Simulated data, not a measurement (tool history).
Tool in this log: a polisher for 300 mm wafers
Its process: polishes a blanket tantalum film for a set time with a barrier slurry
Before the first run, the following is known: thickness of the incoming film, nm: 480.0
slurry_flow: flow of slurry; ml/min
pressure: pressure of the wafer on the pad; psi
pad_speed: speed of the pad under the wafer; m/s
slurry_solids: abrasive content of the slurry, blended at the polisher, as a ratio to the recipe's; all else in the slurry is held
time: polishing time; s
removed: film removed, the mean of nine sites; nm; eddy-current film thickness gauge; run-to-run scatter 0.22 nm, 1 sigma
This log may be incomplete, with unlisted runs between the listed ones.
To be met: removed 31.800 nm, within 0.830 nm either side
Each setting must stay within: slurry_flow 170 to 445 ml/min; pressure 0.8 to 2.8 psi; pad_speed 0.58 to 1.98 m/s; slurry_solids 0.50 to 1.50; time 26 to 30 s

{"run": 1, "day": 0.0, "slurry_flow": 285, "pressure": 1.8, "pad_speed": 1.28, "slurry_solids": 1.0, "time": 30, "removed": 57.956}
{"run": 2, "day": 0.121, "slurry_flow": 285, "pressure": 1.5, "pad_speed": 1.26, "slurry_solids": 1.0, "time": 30, "removed": 48.798}
{"run": 3, "day": 0.475, "slurry_flow": 260, "pressure": 1.5, "pad_speed": 1.26, "slurry_solids": 1.0, "time": 30, "removed": 48.314}
{"run": 4, "day": 0.692, "slurry_flow": 260, "pressure": 1.3, "pad_speed": 1.24, "slurry_solids": 1.0, "time": 30, "removed": 42.352}
{"run": 5, "day": 0.854, "slurry_flow": 260, "pressure": 1.3, "pad_speed": 1.24, "slurry_solids": 1.0, "time": 30, "removed": 42.512}
{"run": 6, "day": 1.029, "slurry_flow": 260, "pressure": 1.3, "pad_speed": 1.24, "slurry_solids": 1.15, "time": 30, "removed": 44.529}
{"run": 7, "day": 1.317, "slurry_flow": 260, "pressure": 1.1, "pad_speed": 1.22, "slurry_solids": 1.15, "time": 30, "removed": 38.684}
{"run": 8, "day": 1.442, "slurry_flow": 260, "pressure": 1.0, "pad_speed": 1.22, "slurry_solids": 1.15, "time": 30, "removed": 35.81}

Consider the 5 candidate settings below. Which is the only one whose results all fall within their allowed miss of target?
{"run": "A", "day": 1.567, "slurry_flow": 205, "pressure": 1.4, "pad_speed": 0.9, "slurry_solids": 1.2, "time": 30, "removed": "?"}
{"run": "B", "day": 1.567, "slurry_flow": 215, "pressure": 1.0, "pad_speed": 1.18, "slurry_solids": 1.15, "time": 30, "removed": "?"}
{"run": "C", "day": 1.567, "slurry_flow": 235, "pressure": 0.8, "pad_speed": 1.46, "slurry_solids": 1.3, "time": 29, "removed": "?"}
{"run": "D", "day": 1.567, "slurry_flow": 275, "pressure": 1.1, "pad_speed": 1.18, "slurry_solids": 1.2, "time": 27, "removed": "?"}
{"run": "E", "day": 1.567, "slurry_flow": 295, "pressure": 1.1, "pad_speed": 1.08, "slurry_solids": 1.3, "time": 27, "removed": "?"}

move=A removed=34.646
move=B removed=33.727
move=C removed=35.162
move=D removed=34.115
move=E removed=32.317
A: closer than the last run, but not yet in spec
B: closer than the last run, but not yet in spec
C: closer than the last run, but not yet in spec
D: closer than the last run, but not yet in spec
E: every result within its allowed miss
The move that meets every target is E.

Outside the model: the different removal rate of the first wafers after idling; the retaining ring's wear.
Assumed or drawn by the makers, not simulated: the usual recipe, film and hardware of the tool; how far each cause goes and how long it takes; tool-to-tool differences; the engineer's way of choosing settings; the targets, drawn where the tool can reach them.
